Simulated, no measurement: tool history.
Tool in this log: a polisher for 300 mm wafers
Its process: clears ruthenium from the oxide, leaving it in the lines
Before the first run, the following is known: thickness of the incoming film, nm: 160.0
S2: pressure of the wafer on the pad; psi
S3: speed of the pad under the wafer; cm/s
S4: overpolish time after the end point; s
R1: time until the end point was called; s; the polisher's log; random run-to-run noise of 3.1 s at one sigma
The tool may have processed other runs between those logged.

run 1 hour=0.0 | flow_of_slurry_(ml/min)=290 S2=2.1 S3=128 S4=28 | R1=98.180
run 2 hour=5.6 | flow_of_slurry_(ml/min)=290 S2=2.1 S3=142 S4=28 | R1=87.567
run 3 hour=11.8 | flow_of_slurry_(ml/min)=290 S2=2.1 S3=114 S4=28 | R1=103.270
run 4 hour=20.0 | flow_of_slurry_(ml/min)=290 S2=2.1 S3=98 S4=28 | R1=125.830
run 5 hour=25.1 | flow_of_slurry_(ml/min)=290 S2=2.1 S3=98 S4=30 | R1=124.080
run 6 hour=28.3 | flow_of_slurry_(ml/min)=290 S2=2.0 S3=98 S4=30 | R1=131.580
run 7 hour=36.0 | flow_of_slurry_(ml/min)=290 S2=1.9 S3=98 S4=30 | R1=138.700
run 8 hour=37.3 | flow_of_slurry_(ml/min)=290 S2=1.8 S3=98 S4=30 | R1=137.850

What will run 9 give?
run 9 hour=43.5 | flow_of_slurry_(ml/min)=290 S2=1.2 S3=88 S4=30 | R1=?

Run 9 gave R1 208.980 s.

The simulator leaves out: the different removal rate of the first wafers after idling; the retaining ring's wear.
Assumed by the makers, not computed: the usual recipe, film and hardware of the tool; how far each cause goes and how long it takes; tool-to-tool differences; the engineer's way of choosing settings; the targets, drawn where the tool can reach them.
